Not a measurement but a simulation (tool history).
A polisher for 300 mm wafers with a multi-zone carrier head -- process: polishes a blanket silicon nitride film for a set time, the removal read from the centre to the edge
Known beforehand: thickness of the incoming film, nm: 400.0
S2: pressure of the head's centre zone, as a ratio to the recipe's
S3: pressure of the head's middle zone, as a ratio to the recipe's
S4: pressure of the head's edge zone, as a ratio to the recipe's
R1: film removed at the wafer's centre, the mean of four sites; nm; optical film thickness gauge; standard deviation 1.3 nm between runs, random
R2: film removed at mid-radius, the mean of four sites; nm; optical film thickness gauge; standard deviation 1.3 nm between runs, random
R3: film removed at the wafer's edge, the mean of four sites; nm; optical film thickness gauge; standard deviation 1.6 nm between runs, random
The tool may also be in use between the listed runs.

run 1 day=0.000 | flow_of_slurry_(ml/min)=230 S2=1.00 S3=1.00 S4=1.00 polishing_time_(s)=45 | R1=92.660 R2=92.568 R3=93.404
run 2 day=0.171 | flow_of_slurry_(ml/min)=265 S2=1.00 S3=1.00 S4=1.00 polishing_time_(s)=45 | R1=97.340 R2=94.754 R3=95.718
run 3 day=0.417 | flow_of_slurry_(ml/min)=275 S2=1.02 S3=1.00 S4=1.01 polishing_time_(s)=45 | R1=98.709 R2=95.159 R3=96.320
run 4 day=0.450 | flow_of_slurry_(ml/min)=275 S2=0.95 S3=1.00 S4=1.01 polishing_time_(s)=45 | R1=90.841 R2=92.995 R3=96.356
run 5 day=0.700 | flow_of_slurry_(ml/min)=275 S2=0.95 S3=0.93 S4=1.01 polishing_time_(s)=45 | R1=93.920 R2=85.696 R3=96.188
run 6 day=0.896 | flow_of_slurry_(ml/min)=275 S2=1.00 S3=0.93 S4=1.01 polishing_time_(s)=45 | R1=96.655 R2=86.375 R3=94.851

What will run 7 give?
run 7 day=1.162 | flow_of_slurry_(ml/min)=280 S2=1.02 S3=0.94 S4=1.02 polishing_time_(s)=46 | R1=? R2=? R3=?

R1: 100.540 nm
R2: 92.939 nm
R3: 102.150 nm
